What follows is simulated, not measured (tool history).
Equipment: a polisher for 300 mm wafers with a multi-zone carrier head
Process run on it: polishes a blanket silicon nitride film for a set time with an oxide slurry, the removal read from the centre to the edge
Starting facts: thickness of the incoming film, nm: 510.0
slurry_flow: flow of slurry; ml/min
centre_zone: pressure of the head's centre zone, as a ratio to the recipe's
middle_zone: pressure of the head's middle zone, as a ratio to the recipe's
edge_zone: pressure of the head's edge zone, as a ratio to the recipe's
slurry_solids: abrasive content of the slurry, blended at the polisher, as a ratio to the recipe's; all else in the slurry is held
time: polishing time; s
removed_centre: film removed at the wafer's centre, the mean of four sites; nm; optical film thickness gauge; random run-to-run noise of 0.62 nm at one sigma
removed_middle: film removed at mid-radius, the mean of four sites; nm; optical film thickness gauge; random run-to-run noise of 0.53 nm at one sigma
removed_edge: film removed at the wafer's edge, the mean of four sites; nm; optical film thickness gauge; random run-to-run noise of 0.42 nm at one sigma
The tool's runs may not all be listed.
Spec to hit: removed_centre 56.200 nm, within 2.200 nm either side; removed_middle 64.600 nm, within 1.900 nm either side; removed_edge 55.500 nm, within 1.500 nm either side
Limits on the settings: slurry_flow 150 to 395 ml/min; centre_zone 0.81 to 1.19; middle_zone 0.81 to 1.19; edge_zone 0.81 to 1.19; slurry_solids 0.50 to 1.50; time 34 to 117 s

run  hour  slurry_flow  centre_zone  middle_zone  edge_zone  slurry_solids  time  removed_centre  removed_middle  removed_edge
  1   0.0          250         1.00         1.00       1.00           1.00    75          44.088          43.773        45.277
  2   2.9          250         1.00         1.00       1.00           1.00    83          49.086          49.210        49.747
  3   6.2          260         1.00         1.03       1.01           1.00    83          47.994          49.720        49.912
  4  10.7          260         1.01         1.05       1.00           1.05    83          49.993          52.946        52.114
  5  11.6          235         1.01         1.05       1.00           1.05    83          50.283          52.158        50.483
     18.6  -- slurry nozzle cleaned
  6  18.6          245         1.02         1.07       1.00           1.05    83          52.207          54.361        52.079
  7  23.7          245         1.02         1.07       1.00           1.05    83          52.997          54.526        52.435
  8  31.4          255         1.02         1.09       0.99           1.05    83          51.799          55.104        51.701
  9  33.8          260         1.02         1.10       0.99           1.05    83          52.162          55.834        52.093

Which of these 5 next moves meets every target?
  A  36.2          295         1.06         0.99       1.04           1.10    82               ?               ?             ?
  B  36.2          300         1.15         0.81       1.13           1.00    88               ?               ?             ?
  C  36.2          265         1.07         0.81       1.16           1.00    86               ?               ?             ?
  D  36.2          220         1.10         0.96       1.10           0.95    83               ?               ?             ?
  E  36.2          230         0.99         1.17       0.94           1.15    87               ?               ?             ?

move  removed_centre  removed_middle  removed_edge
   A          54.755          53.079        55.092
   B          58.263          45.620        58.448
   C          54.045          44.206        57.516
   D          50.574          46.865        51.633
   E          56.202          65.399        56.158
A: misses by more than the last run did
B: misses by more than the last run did
C: misses by more than the last run did
D: misses by more than the last run did
E: meets every target
Go with E: it meets all targets.
